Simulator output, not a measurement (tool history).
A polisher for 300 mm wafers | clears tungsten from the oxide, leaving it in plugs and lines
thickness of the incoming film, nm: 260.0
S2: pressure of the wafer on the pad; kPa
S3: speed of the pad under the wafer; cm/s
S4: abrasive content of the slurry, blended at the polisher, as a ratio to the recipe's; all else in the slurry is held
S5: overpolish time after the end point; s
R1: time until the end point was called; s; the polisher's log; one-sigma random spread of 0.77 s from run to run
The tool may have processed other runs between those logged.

{"run": 1, "day": 0.0, "flow of slurry (ml/min)": 310, "S2": 20, "S3": 136, "S4": 1, "S5": 12, "R1": 59.563}
{"run": 2, "day": 0.208, "flow of slurry (ml/min)": 310, "S2": 20.7, "S3": 136, "S4": 1, "S5": 12, "R1": 57.555}
{"run": 3, "day": 0.508, "flow of slurry (ml/min)": 310, "S2": 22.8, "S3": 138, "S4": 1, "S5": 12, "R1": 52.368}
{"run": 4, "day": 0.879, "flow of slurry (ml/min)": 310, "S2": 22.8, "S3": 114, "S4": 1, "S5": 12, "R1": 63.741}
{"run": 5, "day": 1.2, "flow of slurry (ml/min)": 310, "S2": 22.8, "S3": 100, "S4": 1, "S5": 12, "R1": 71.604}
{"run": 6, "day": 1.271, "flow of slurry (ml/min)": 355, "S2": 22.8, "S3": 100, "S4": 1, "S5": 12, "R1": 71.002}
{"run": 7, "day": 1.425, "flow of slurry (ml/min)": 355, "S2": 23.4, "S3": 100, "S4": 1, "S5": 12, "R1": 67.878}

Run 8 comes next. What will it give?
{"run": 8, "day": 1.729, "flow of slurry (ml/min)": 355, "S2": 24.1, "S3": 100, "S4": 1, "S5": 12, "R1": "?"}

Logged for run 8: R1 66.802 s.
